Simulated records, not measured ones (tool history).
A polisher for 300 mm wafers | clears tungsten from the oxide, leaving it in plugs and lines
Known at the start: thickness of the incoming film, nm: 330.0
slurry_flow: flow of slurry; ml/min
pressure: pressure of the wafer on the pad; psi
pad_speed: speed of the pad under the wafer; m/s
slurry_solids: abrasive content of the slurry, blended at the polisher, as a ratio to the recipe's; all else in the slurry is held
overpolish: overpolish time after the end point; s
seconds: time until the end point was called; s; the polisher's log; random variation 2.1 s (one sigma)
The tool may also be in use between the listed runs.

run    day  slurry_flow  pressure  pad_speed  slurry_solids  overpolish  seconds
  1      0          290       2.9        1.3              1          40   79.404
  2   0.35          335       2.9        1.3              1          40   77.331
  3  0.371          335       2.7       1.28              1          40   84.306
  4  0.571          335       2.7       1.28            0.8          40   92.203
  5  0.679          335       2.7       1.28            0.6          40   95.135
  6  0.733          335       2.7       1.28            0.8          40   88.145

Forecast run 7:
  7  0.858          335       2.5       1.26            0.8          40        ?

{"run 7": {"seconds": 96.789}}
